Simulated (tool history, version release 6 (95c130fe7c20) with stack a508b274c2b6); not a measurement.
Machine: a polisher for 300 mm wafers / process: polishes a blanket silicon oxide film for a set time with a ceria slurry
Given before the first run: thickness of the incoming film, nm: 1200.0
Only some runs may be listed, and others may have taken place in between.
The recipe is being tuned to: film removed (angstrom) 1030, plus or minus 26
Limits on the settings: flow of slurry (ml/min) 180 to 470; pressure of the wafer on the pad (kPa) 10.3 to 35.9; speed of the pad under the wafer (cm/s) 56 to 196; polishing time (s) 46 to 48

run	hour	flow of slurry (ml/min)	pressure of the wafer on the pad (kPa)	speed of the pad under the wafer (cm/s)	polishing time (s)	film removed (angstrom)
1	0	300	22.8	126	46	2526.5
2	1.9	295	20	118	46	2095.1
3	4.9	295	20	98	46	1766.2
4	11.1	335	20	98	46	1788.5
5	12.9	335	17.9	96	46	1593.1
6	17.3	335	17.9	114	46	1851
7	26.2	315	11	78	46	852.45
8	29.8	335	11.7	78	46	895.62
9	30.5	345	12.4	78	46	954.68
10	33.9	355	12.4	78	46	939.02
11	35.9	355	13.1	78	46	990.48
12	37.2	360	13.1	78	46	1004.7
13	43.1	365	13.1	78	46	994.55
14	46.1	370	13.1	78	46	1006.6
15	54.7	375	13.1	78	46	1012.9

Which single option among these 4 for the next run brings every result within its allowed miss of target? Just one does.
A	63.3	330	11.7	82	48	?
B	63.3	380	13.1	78	47	?
C	63.3	380	13.1	76	46	?
D	63.3	345	12.4	80	46	?

move	film removed (angstrom)
A	971.51
B	1024.9
C	981.53
D	966.1
A: its largest miss is bigger than the last run's
B: in spec on every target
C: its largest miss is bigger than the last run's
D: its largest miss is bigger than the last run's
The right move is B.
